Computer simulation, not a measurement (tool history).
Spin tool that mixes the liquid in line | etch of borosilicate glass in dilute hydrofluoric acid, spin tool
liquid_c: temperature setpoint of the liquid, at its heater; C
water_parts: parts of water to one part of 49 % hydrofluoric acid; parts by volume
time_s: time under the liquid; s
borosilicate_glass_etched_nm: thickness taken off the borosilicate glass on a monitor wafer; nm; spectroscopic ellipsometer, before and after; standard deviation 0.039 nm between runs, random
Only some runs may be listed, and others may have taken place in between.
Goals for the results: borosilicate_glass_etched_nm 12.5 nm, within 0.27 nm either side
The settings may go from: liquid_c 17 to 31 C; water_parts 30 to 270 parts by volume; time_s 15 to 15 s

Run 1, hour 0: liquid_c 23 C, water_parts 150 parts by volume, time_s 15 s. Result: borosilicate_glass_etched_nm 3.9389 nm.
Run 2, hour 0.6: liquid_c 25 C, water_parts 125 parts by volume, time_s 15 s. Result: borosilicate_glass_etched_nm 5.244 nm.
Run 3, hour 1.5: liquid_c 26.5 C, water_parts 105 parts by volume, time_s 15 s. Result: borosilicate_glass_etched_nm 6.7892 nm.
Run 4, hour 4.2: liquid_c 27.5 C, water_parts 95 parts by volume, time_s 15 s. Result: borosilicate_glass_etched_nm 7.9675 nm.
Run 5, hour 6.3: liquid_c 28.5 C, water_parts 90 parts by volume, time_s 15 s. Result: borosilicate_glass_etched_nm 8.7207 nm.
Run 6, hour 7.4: liquid_c 25 C, water_parts 90 parts by volume, time_s 15 s. Result: borosilicate_glass_etched_nm 7.6047 nm.
Run 7, hour 14.2: liquid_c 26.5 C, water_parts 85 parts by volume, time_s 15 s. Result: borosilicate_glass_etched_nm 8.6571 nm.
Run 8, hour 20.8: liquid_c 30.5 C, water_parts 65 parts by volume, time_s 15 s. Result: borosilicate_glass_etched_nm 13.51 nm.

Which one of the following 5 next-run settings gets every result inside its allowed miss? There is exactly one.
Run A, hour 27.4: liquid_c 30 C, water_parts 65 parts by volume, time_s 15 s. Result: borosilicate_glass_etched_nm ?.
Run B, hour 27.4: liquid_c 24 C, water_parts 55 parts by volume, time_s 15 s. Result: borosilicate_glass_etched_nm ?.
Run C, hour 27.4: liquid_c 30 C, water_parts 60 parts by volume, time_s 15 s. Result: borosilicate_glass_etched_nm ?.
Run D, hour 27.4: liquid_c 28 C, water_parts 60 parts by volume, time_s 15 s. Result: borosilicate_glass_etched_nm ?.
Run E, hour 27.4: liquid_c 29.5 C, water_parts 65 parts by volume, time_s 15 s. Result: borosilicate_glass_etched_nm ?.

move  borosilicate_glass_etched_nm
   A                        13.262
   B                        12.515
   C                        14.475
   D                        13.384
   E                        13.007
A: nearer the targets than the last run, but a result is still out of spec
B: all results land within tolerance of their targets
C: the biggest miss grows against the last run
D: nearer the targets than the last run, but a result is still out of spec
E: nearer the targets than the last run, but a result is still out of spec
The move that meets every target is B.
